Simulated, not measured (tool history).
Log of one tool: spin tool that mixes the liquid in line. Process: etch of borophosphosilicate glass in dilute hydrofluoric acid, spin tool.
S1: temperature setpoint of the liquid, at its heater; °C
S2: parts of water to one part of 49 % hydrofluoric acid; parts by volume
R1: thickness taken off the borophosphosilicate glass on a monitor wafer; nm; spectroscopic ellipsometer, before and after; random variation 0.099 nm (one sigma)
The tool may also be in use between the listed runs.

run 1 hour=0 | S1=24 S2=50 time_under_the_liquid_(s)=20 | R1=10.828
run 2 hour=2.5 | S1=26 S2=50 time_under_the_liquid_(s)=20 | R1=11.788
run 3 hour=5.9 | S1=27.5 S2=50 time_under_the_liquid_(s)=20 | R1=12.703
run 4 hour=10.2 | S1=27.5 S2=35 time_under_the_liquid_(s)=20 | R1=18.088
run 5 hour=17.6 | S1=26 S2=35 time_under_the_liquid_(s)=20 | R1=17.229
run 6 hour=23.2 | S1=25.5 S2=35 time_under_the_liquid_(s)=20 | R1=16.657

Forecast run 7:
run 7 hour=31.8 | S1=25 S2=35 time_under_the_liquid_(s)=20 | R1=?

{"run 7": {"R1": 16.585}}
